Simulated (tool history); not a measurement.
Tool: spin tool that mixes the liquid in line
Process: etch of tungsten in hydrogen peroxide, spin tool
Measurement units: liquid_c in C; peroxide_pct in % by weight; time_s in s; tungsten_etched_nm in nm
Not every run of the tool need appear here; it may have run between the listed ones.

run	hour	liquid_c	peroxide_pct	time_s	tungsten_etched_nm
1	0.0	48.0	25.0	15	33.191
2	6.9	48.0	22.5	15	31.385
3	12.9	48.0	22.5	15	31.723
4	20.0	52.5	22.5	15	41.649
5	20.6	53.0	22.5	15	42.566
6	25.9	59.5	22.5	15	62.896

Run 7 comes next. What will it give?
7	34.4	59.0	22.5	15	?

Run 7 produced tungsten_etched_nm 60.764 nm.
